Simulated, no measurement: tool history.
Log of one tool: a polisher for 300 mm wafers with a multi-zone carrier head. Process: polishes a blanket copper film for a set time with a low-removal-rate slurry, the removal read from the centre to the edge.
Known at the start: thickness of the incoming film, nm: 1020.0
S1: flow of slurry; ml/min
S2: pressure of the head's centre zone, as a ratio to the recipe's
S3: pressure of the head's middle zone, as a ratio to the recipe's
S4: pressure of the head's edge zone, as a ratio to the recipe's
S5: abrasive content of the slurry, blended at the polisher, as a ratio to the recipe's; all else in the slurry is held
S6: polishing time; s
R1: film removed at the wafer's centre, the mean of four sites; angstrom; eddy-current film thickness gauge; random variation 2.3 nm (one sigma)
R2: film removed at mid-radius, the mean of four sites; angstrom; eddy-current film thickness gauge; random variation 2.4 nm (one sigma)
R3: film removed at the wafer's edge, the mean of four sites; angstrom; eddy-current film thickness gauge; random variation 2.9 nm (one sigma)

run,hour,S1,S2,S3,S4,S5,S6,R1,R2,R3
1,0.0,210,1.00,1.00,1.00,1.00,67,2710.3,2661.9,2642.0
2,2.5,210,1.00,1.00,0.92,1.00,67,2696.0,2672.9,2546.3
3,8.5,210,1.00,1.00,0.92,1.00,73,2972.5,2919.2,2793.6
4,13.1,160,1.00,1.00,0.92,1.00,73,2823.4,2809.4,2734.8
5,17.6,160,1.00,1.03,0.92,1.00,73,2832.6,2869.8,2745.7
6,22.8,170,0.98,1.05,0.96,1.05,73,2784.7,2959.9,2816.4
7,27.0,170,0.98,1.05,0.96,1.05,73,2807.6,3003.3,2769.3
8,31.2,170,0.96,1.04,1.00,1.10,74,2861.0,3059.3,2942.9
9,32.8,175,0.94,1.05,1.02,1.10,74,2788.5,3076.0,2939.5
10,41.8,175,0.93,1.06,1.05,1.10,74,2753.3,3080.6,2971.6
11,45.9,180,0.92,1.07,1.07,1.10,74,2726.8,3146.8,2993.0
12,53.0,185,0.91,1.07,1.09,1.10,74,2739.7,3168.4,3049.3
13,53.8,190,0.90,1.07,1.10,1.10,74,2752.0,3160.1,3035.8
14,61.0,190,0.89,1.07,1.11,1.15,74,2671.9,3220.1,3080.3
15,65.5,195,0.89,1.07,1.12,1.15,74,2719.9,3234.4,3095.7

Run 16 comes next. What will it give?
16,70.2,195,0.89,1.07,1.13,1.15,74,?,?,?

R1: 2749.9 angstrom
R2: 3252.4 angstrom
R3: 3153.4 angstrom
